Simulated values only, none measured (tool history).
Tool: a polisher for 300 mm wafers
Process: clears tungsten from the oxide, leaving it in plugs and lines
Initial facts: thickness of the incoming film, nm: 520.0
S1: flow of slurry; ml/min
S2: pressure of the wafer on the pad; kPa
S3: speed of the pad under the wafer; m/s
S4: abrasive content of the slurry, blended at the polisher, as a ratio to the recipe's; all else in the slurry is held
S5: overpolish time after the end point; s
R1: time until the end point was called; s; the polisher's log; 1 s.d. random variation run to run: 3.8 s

run,hour,S1,S2,S3,S4,S5,R1
1,0,145,33.1,0.84,1,4,127.98
2,1.7,145,33.1,0.68,1,4,150.78
3,9.9,145,33.1,0.68,1.2,4,151.2
4,13.9,145,31,0.68,1.2,4,161.23
5,19.2,145,37.2,0.68,1.2,4,136.46
6,20,145,34.5,0.68,1.2,4,141.84

For run 7, what comes out?
7,25.7,145,32.4,0.68,1.2,4,?

{"run 7": {"R1": 153.75}}

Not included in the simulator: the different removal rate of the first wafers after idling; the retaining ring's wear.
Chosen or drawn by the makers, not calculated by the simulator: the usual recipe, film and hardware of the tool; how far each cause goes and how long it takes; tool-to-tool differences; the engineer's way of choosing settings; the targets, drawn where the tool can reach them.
